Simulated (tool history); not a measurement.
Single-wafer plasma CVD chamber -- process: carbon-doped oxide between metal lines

run	hour	heater temperature setpoint (K)	chamber pressure (mTorr)	RF power (kW)	deposition time (s)	mean film thickness on the monitor wafer (nm)
1	0.0	633.15	5980	0.490	12.7	61.894
2	8.2	633.15	5930	0.475	12.7	59.509
3	9.8	639.15	5930	0.475	12.7	57.971
4	15.4	639.15	4900	0.475	12.7	57.213
5	19.1	639.15	4900	0.475	12.7	57.471
# hour 21.7: RF generator calibrated
6	21.7	639.15	5650	0.475	12.7	61.606
7	23.2	642.15	4450	0.450	12.6	55.843

What will run 8 give?
8	29.4	642.15	4430	0.445	12.6	?

mean film thickness on the monitor wafer (nm): 55.452
